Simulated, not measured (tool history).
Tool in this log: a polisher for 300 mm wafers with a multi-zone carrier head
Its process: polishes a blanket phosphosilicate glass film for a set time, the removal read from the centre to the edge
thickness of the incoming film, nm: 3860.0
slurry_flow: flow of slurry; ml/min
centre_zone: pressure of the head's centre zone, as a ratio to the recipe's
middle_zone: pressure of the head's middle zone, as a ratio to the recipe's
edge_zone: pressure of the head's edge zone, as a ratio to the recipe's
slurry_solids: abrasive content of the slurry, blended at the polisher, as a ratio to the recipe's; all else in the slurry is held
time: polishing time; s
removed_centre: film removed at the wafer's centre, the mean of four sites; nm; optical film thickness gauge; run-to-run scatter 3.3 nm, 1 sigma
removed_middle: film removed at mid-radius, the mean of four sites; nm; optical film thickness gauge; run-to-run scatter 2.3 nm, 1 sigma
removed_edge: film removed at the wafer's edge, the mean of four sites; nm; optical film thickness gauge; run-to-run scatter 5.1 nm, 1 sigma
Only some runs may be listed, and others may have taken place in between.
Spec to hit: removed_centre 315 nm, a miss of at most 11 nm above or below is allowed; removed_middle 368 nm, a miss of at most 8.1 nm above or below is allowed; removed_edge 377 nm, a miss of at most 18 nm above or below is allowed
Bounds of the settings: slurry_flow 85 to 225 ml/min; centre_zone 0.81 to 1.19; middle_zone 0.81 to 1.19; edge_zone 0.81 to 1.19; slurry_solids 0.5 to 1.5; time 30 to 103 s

run	hour	slurry_flow	centre_zone	middle_zone	edge_zone	slurry_solids	time	removed_centre	removed_middle	removed_edge
1	0	145	1	1	1	1	66	504.89	517.77	502.05
2	1.9	135	0.97	0.99	0.99	0.95	66	466	493.47	489.72
3	6.6	135	0.97	0.99	0.99	1.1	66	490.02	518.74	515.02
4	14.8	135	0.97	0.99	0.99	1.1	50	371.44	391.58	388.6
5	17.5	135	0.97	0.99	0.99	1.2	50	379.77	410.26	395.98
6	18.1	130	0.95	0.99	0.99	1.2	50	367.81	400.59	406.2
7	25.2	125	0.94	0.99	0.97	1.2	50	362.37	400.63	396.61
8	32.3	125	0.94	0.99	0.97	1.2	50	361.29	399.7	386.7
9	41	120	0.93	0.99	0.97	1.2	50	361.16	396.96	389.22
10	47.1	95	0.83	0.96	0.95	1.15	50	294.76	364.45	374.97
11	52.7	95	0.84	0.96	0.95	1.15	50	302.05	362.3	373.63

Exactly one of the 4 candidate moves below puts every result within its allowed miss. Which one?
A	58.3	85	0.81	0.99	0.99	1.05	51	?	?	?
B	58.3	100	0.83	0.96	0.99	1.2	48	?	?	?
C	58.3	85	0.82	0.94	1.01	1.2	51	?	?	?
D	58.3	90	0.85	0.95	0.92	1.25	51	?	?	?

move	removed_centre	removed_middle	removed_edge
A	272.98	358.84	368.85
B	286.77	356.22	371.03
C	287.98	358.07	387.27
D	307.22	370.78	383.77
A: its largest miss is bigger than the last run's
B: its largest miss is bigger than the last run's
C: its largest miss is bigger than the last run's
D: all results in spec
So the answer is move D, the one that meets all the targets.

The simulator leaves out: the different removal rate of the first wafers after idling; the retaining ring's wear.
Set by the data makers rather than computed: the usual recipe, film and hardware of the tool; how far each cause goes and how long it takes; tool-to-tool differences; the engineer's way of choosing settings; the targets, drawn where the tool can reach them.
